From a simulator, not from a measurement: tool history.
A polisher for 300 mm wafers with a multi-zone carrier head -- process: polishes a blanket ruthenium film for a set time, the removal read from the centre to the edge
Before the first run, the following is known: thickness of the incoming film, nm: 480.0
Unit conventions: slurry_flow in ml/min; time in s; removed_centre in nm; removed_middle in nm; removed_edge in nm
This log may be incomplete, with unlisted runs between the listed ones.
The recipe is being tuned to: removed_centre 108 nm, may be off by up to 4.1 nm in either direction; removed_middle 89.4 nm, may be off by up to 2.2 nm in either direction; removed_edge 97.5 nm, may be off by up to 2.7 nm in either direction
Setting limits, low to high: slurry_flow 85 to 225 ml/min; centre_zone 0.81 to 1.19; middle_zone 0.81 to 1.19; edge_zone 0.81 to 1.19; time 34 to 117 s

Run 1, hour 0: slurry_flow 145 ml/min, centre_zone 1, middle_zone 1, edge_zone 1, time 75 s. Result: removed_centre 83.484 nm, removed_middle 81.605 nm, removed_edge 82.403 nm.
Run 2, hour 5.2: slurry_flow 160 ml/min, centre_zone 1.03, middle_zone 0.99, edge_zone 1.04, time 76 s. Result: removed_centre 90.465 nm, removed_middle 84.773 nm, removed_edge 85.804 nm.
Run 3, hour 7.4: slurry_flow 180 ml/min, centre_zone 1.03, middle_zone 0.99, edge_zone 1.04, time 76 s. Result: removed_centre 90.718 nm, removed_middle 86.949 nm, removed_edge 88.267 nm.
Run 4, hour 14.8: slurry_flow 180 ml/min, centre_zone 1.03, middle_zone 0.99, edge_zone 1.11, time 76 s. Result: removed_centre 93.404 nm, removed_middle 87 nm, removed_edge 90.561 nm.
Run 5, hour 15.6: slurry_flow 190 ml/min, centre_zone 1.05, middle_zone 0.98, edge_zone 1.13, time 76 s. Result: removed_centre 93.948 nm, removed_middle 87.529 nm, removed_edge 92.684 nm.
Run 6, hour 19.7: slurry_flow 195 ml/min, centre_zone 1.08, middle_zone 0.97, edge_zone 1.14, time 76 s. Result: removed_centre 97.702 nm, removed_middle 85.626 nm, removed_edge 93.749 nm.
Run 7, hour 27.1: slurry_flow 200 ml/min, centre_zone 1.1, middle_zone 0.98, edge_zone 1.14, time 76 s. Result: removed_centre 101.6 nm, removed_middle 86.034 nm, removed_edge 93.937 nm.
Run 8, hour 27.9: slurry_flow 205 ml/min, centre_zone 1.11, middle_zone 0.99, edge_zone 1.15, time 76 s. Result: removed_centre 100.11 nm, removed_middle 88.886 nm, removed_edge 92.865 nm.
Run 9, hour 34.8: slurry_flow 210 ml/min, centre_zone 1.12, middle_zone 0.98, edge_zone 1.16, time 76 s. Result: removed_centre 99.889 nm, removed_middle 87.468 nm, removed_edge 93.421 nm.
Run 10, hour 35.5: slurry_flow 210 ml/min, centre_zone 1.12, middle_zone 0.98, edge_zone 1.16, time 76 s. Result: removed_centre 100.95 nm, removed_middle 87.476 nm, removed_edge 94.289 nm.

Which single option among these 4 for the next run brings every result within its allowed miss of target? Just one does.
Run A, hour 36.2: slurry_flow 190 ml/min, centre_zone 1.03, middle_zone 1.02, edge_zone 1.16, time 74 s. Result: removed_centre ?, removed_middle ?, removed_edge ?.
Run B, hour 36.2: slurry_flow 225 ml/min, centre_zone 1.14, middle_zone 0.93, edge_zone 0.99, time 78 s. Result: removed_centre ?, removed_middle ?, removed_edge ?.
Run C, hour 36.2: slurry_flow 220 ml/min, centre_zone 1.13, middle_zone 0.94, edge_zone 1.12, time 79 s. Result: removed_centre ?, removed_middle ?, removed_edge ?.
Run D, hour 36.2: slurry_flow 210 ml/min, centre_zone 1.19, middle_zone 0.95, edge_zone 1.14, time 76 s. Result: removed_centre ?, removed_middle ?, removed_edge ?.

move  removed_centre  removed_middle  removed_edge
   A          90.938          87.013        91.713
   B          109.07          87.274        91.093
   C          109.13          88.866        97.839
   D           109.8          85.625        94.503
A: lands further from the targets than the last run did
B: puts the biggest miss on target and leaves a different result outside tolerance
C: hits every target within its allowed miss
D: puts the biggest miss on target and leaves a different result outside tolerance
Answer: C
